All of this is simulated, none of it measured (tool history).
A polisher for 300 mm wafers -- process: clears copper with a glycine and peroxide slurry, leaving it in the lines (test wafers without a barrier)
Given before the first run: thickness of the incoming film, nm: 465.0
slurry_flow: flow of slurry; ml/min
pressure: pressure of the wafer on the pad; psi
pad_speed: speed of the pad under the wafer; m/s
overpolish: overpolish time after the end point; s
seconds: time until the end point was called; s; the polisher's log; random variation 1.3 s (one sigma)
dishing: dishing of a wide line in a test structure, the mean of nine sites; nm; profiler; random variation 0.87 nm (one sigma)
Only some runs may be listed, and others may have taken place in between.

Run 1, hour 0: slurry_flow 130 ml/min, pressure 2.5 psi, pad_speed 1.08 m/s, overpolish 17 s. Result: seconds 111.27 s, dishing 46.486 nm.
Run 2, hour 0.9: slurry_flow 125 ml/min, pressure 2.5 psi, pad_speed 1.08 m/s, overpolish 19 s. Result: seconds 111.35 s, dishing 50.759 nm.
Run 3, hour 6.6: slurry_flow 125 ml/min, pressure 2.5 psi, pad_speed 1.08 m/s, overpolish 21 s. Result: seconds 111.64 s, dishing 55.383 nm.
Run 4, hour 10.6: slurry_flow 125 ml/min, pressure 2 psi, pad_speed 1.08 m/s, overpolish 21 s. Result: seconds 134.03 s, dishing 47.85 nm.
Run 5, hour 18.2: slurry_flow 125 ml/min, pressure 2.1 psi, pad_speed 1.08 m/s, overpolish 22 s. Result: seconds 127.26 s, dishing 51.102 nm.
Run 6, hour 25.1: slurry_flow 125 ml/min, pressure 2.1 psi, pad_speed 1.08 m/s, overpolish 19 s. Result: seconds 128.26 s, dishing 45.39 nm.
Run 7, hour 30.6: slurry_flow 120 ml/min, pressure 2.2 psi, pad_speed 1.08 m/s, overpolish 21 s. Result: seconds 123.61 s, dishing 50.551 nm.
Run 8, hour 37.5: slurry_flow 120 ml/min, pressure 2.3 psi, pad_speed 1.08 m/s, overpolish 22 s. Result: seconds 118.12 s, dishing 53.103 nm.

Run 9 has not been measured yet. What should we expect?
Run 9, hour 43.3: slurry_flow 130 ml/min, pressure 2.3 psi, pad_speed 1.08 m/s, overpolish 23 s. Result: seconds ?, dishing ?.

seconds: 117.87 s
dishing: 57.154 nm

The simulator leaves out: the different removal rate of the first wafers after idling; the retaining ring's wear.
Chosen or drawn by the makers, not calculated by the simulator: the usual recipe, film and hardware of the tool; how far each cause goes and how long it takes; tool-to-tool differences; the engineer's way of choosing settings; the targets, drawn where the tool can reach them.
